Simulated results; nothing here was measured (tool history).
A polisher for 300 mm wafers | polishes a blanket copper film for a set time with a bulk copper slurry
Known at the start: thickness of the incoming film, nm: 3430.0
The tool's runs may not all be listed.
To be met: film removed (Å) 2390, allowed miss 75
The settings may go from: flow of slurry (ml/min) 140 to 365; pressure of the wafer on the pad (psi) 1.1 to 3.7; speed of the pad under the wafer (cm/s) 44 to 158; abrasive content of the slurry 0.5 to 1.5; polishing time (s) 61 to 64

run,hour,flow of slurry (ml/min),pressure of the wafer on the pad (psi),speed of the pad under the wafer (cm/s),abrasive content of the slurry,polishing time (s),film removed (Å)
1,0,235,2.4,100,1,61,4106.4
2,4.6,235,2.4,100,1,61,4105.2
3,10.3,235,2.4,100,1,61,4075
4,11.3,235,2.4,100,1,61,4102.4
5,13.1,270,2.4,100,1,61,4151.5
6,18.4,270,2.4,100,0.85,61,3907.2
7,24.4,270,2.2,100,0.85,61,3615.2
8,27.8,270,2,100,0.85,61,3308.3
9,28.4,270,1.9,100,0.85,61,3165.6
10,32.6,270,1.8,100,0.85,61,3026.2
11,37.8,260,1.2,100,0.85,61,2134.2
12,40.7,265,1.2,100,0.85,61,2125
13,48.4,270,1.2,100,0.85,61,2108.2
14,56.8,270,1.3,100,0.85,61,2283.4

5 next moves are on the table. One of them brings every result within its allowed miss. Which?
A,65.2,270,1.3,96,0.85,61,?
B,65.2,285,1.2,90,1.1,61,?
C,65.2,235,1.8,74,0.75,64,?
D,65.2,235,1.2,90,1.05,62,?
E,65.2,265,1.6,64,1.1,61,?

move,film removed (Å)
A,2155.7
B,2094.8
C,2360
D,2068.2
E,2103.8
A: further off than the last run
B: further off than the last run
C: meets every target
D: further off than the last run
E: further off than the last run
Answer: C
